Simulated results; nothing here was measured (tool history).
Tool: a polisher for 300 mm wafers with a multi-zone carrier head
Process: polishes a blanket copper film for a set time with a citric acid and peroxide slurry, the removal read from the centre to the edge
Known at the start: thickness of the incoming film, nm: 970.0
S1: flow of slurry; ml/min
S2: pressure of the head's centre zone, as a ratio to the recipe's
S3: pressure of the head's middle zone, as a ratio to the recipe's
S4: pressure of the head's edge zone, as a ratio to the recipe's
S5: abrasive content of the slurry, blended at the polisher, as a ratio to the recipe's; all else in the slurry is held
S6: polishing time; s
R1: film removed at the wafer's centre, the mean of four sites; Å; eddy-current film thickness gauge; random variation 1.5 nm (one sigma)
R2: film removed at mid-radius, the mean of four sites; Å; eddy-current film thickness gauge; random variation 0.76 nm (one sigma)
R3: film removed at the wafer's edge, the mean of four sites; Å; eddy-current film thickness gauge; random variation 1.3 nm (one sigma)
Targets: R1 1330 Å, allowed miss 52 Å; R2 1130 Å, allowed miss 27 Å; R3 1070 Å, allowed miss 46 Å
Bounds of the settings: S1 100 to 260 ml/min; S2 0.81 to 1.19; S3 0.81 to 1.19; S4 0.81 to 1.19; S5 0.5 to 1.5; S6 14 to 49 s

| run | hour | S1 | S2 | S3 | S4 | S5 | S6 | R1 | R2 | R3 |
|---|---|---|---|---|---|---|---|---|---|---|
| 1 | 0 | 165 | 1 | 1 | 1 | 1 | 31 | 1018.3 | 1004.7 | 952.38 |
| 2 | 2.5 | 200 | 1 | 1 | 1 | 1 | 31 | 1053.7 | 1024.6 | 971.36 |
| 3 | 5.1 | 200 | 1.04 | 1 | 1 | 1 | 31 | 1085.4 | 1046 | 992.75 |
| 4 | 9 | 205 | 1.06 | 0.99 | 0.99 | 1 | 31 | 1124.9 | 1027.3 | 979.56 |
| 5 | 17 | 210 | 1.08 | 1 | 1 | 1 | 31 | 1161.8 | 1047.8 | 962.18 |
| 6 | 23.9 | 210 | 1.08 | 0.94 | 1 | 1 | 31 | 1154.9 | 1003.1 | 988.51 |
| 7 | 26.1 | 215 | 1.09 | 0.95 | 1.01 | 1.05 | 31 | 1164.1 | 1021.5 | 1001.5 |
| 8 | 30.7 | 220 | 1.1 | 0.96 | 1.02 | 1.1 | 31 | 1222 | 1044.3 | 1009.2 |
| 9 | 38.8 | 225 | 1.1 | 0.97 | 1.03 | 1.1 | 31 | 1189.1 | 1063.2 | 1024.4 |
| 10 | 39.4 | 230 | 1.11 | 0.97 | 1.03 | 1.1 | 31 | 1226.3 | 1052.1 | 1027.8 |
| 11 | 48.3 | 230 | 1.12 | 0.98 | 1.03 | 1.1 | 31 | 1240 | 1055.9 | 1027.7 |
| 12 | 52.9 | 230 | 1.12 | 0.99 | 1.03 | 1.1 | 31 | 1235.7 | 1078.5 | 1032.9 |
| 13 | 54.1 | 230 | 1.12 | 0.99 | 1.03 | 1.1 | 31 | 1243.5 | 1075.3 | 1003.1 |
| 14 | 57 | 230 | 1.12 | 0.99 | 1.04 | 1.15 | 31 | 1232 | 1070.4 | 1045.5 |
| 15 | 62.4 | 235 | 1.13 | 1 | 1.04 | 1.15 | 31 | 1255.5 | 1097.5 | 1025.8 |

4 next moves are on the table. One of them brings every result within its allowed miss. Which?
| A | 67.8 | 240 | 1.05 | 1.02 | 1.02 | 0.95 | 33 | ? | ? | ? |
| B | 67.8 | 220 | 1.01 | 1.02 | 1.14 | 1.15 | 34 | ? | ? | ? |
| C | 67.8 | 225 | 1.09 | 1.08 | 1.09 | 1.25 | 31 | ? | ? | ? |
| D | 67.8 | 240 | 1.16 | 1 | 1.03 | 1.1 | 32 | ? | ? | ? |

| move | R1 | R2 | R3 |
|---|---|---|---|
| A | 1184.1 | 1146.8 | 1065.2 |
| B | 1209.7 | 1219.9 | 1198.6 |
| C | 1218.5 | 1185.1 | 1091.5 |
| D | 1312.1 | 1132.6 | 1072.9 |
A: further off than the last run
B: further off than the last run
C: further off than the last run
D: meets every target
Answer: D

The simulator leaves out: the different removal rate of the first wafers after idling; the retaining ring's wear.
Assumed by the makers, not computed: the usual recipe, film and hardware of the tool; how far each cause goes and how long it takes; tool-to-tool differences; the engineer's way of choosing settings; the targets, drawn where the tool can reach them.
